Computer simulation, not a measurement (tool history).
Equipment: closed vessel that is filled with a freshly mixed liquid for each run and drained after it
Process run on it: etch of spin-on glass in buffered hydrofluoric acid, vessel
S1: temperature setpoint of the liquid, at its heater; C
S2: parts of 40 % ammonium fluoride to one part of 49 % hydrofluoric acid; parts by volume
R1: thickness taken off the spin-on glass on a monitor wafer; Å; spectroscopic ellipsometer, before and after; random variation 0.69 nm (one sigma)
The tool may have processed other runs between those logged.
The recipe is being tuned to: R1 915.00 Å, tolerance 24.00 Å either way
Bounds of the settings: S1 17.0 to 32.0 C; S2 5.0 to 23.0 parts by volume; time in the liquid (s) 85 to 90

{"run": 1, "day": 0.0, "S1": 24.0, "S2": 14.0, "time in the liquid (s)": 85, "R1": 1388.4}
{"run": 2, "day": 0.088, "S1": 24.0, "S2": 16.0, "time in the liquid (s)": 85, "R1": 1199.3}
{"run": 3, "day": 0.371, "S1": 23.5, "S2": 16.0, "time in the liquid (s)": 85, "R1": 1172.2}
{"run": 4, "day": 0.625, "S1": 23.0, "S2": 16.0, "time in the liquid (s)": 85, "R1": 1137.7}
{"run": 5, "day": 0.971, "S1": 22.5, "S2": 16.0, "time in the liquid (s)": 85, "R1": 1108.9}
{"run": 6, "day": 1.15, "S1": 22.5, "S2": 16.0, "time in the liquid (s)": 85, "R1": 1113.7}
{"run": 7, "day": 1.458, "S1": 22.0, "S2": 16.0, "time in the liquid (s)": 85, "R1": 1082.9}
{"run": 8, "day": 1.7, "S1": 21.5, "S2": 16.0, "time in the liquid (s)": 85, "R1": 1055.7}
{"run": 9, "day": 2.017, "S1": 21.0, "S2": 16.0, "time in the liquid (s)": 85, "R1": 1021.0}
{"run": 10, "day": 2.138, "S1": 20.0, "S2": 16.0, "time in the liquid (s)": 85, "R1": 974.84}

Next run, 4 choices. One meets every target within its allowed miss, the rest don't. Which?
{"run": "A", "day": 2.258, "S1": 20.5, "S2": 17.5, "time in the liquid (s)": 90, "R1": "?"}
{"run": "B", "day": 2.258, "S1": 19.5, "S2": 17.5, "time in the liquid (s)": 90, "R1": "?"}
{"run": "C", "day": 2.258, "S1": 20.0, "S2": 16.0, "time in the liquid (s)": 90, "R1": "?"}
{"run": "D", "day": 2.258, "S1": 23.0, "S2": 18.5, "time in the liquid (s)": 85, "R1": "?"}

move=A R1=961.08
move=B R1=908.64
move=C R1=1020.90
move=D R1=987.13
A: gains on the last run, yet a result remains outside its allowed miss
B: each result inside its tolerance
C: misses by more than the last run did
D: misses by more than the last run did
Answer: B
